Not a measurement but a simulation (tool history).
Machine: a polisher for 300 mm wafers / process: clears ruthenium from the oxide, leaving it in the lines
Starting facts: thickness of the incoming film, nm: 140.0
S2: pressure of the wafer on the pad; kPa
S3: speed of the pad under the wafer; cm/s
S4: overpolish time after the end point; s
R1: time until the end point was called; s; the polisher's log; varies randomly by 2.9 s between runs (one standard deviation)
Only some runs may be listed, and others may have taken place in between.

run 1 hour=0.0 | flow_of_slurry_(ml/min)=125 S2=18.6 S3=112 S4=14 | R1=96.821
run 2 hour=2.8 | flow_of_slurry_(ml/min)=125 S2=18.6 S3=112 S4=11 | R1=97.103
run 3 hour=8.1 | flow_of_slurry_(ml/min)=140 S2=18.6 S3=112 S4=11 | R1=99.542
run 4 hour=15.7 | flow_of_slurry_(ml/min)=140 S2=14.5 S3=112 S4=11 | R1=120.290
run 5 hour=21.4 | flow_of_slurry_(ml/min)=140 S2=14.5 S3=130 S4=11 | R1=111.000
run 6 hour=28.7 | flow_of_slurry_(ml/min)=140 S2=11.7 S3=130 S4=11 | R1=125.750
run 7 hour=31.8 | flow_of_slurry_(ml/min)=140 S2=11.0 S3=114 S4=11 | R1=150.830
run 8 hour=38.4 | flow_of_slurry_(ml/min)=140 S2=10.3 S3=108 S4=11 | R1=167.050

The next listed run, before its measurement:
run 9 hour=40.2 | flow_of_slurry_(ml/min)=140 S2=9.7 S3=106 S4=11 | R1=?

R1: 178.900 s
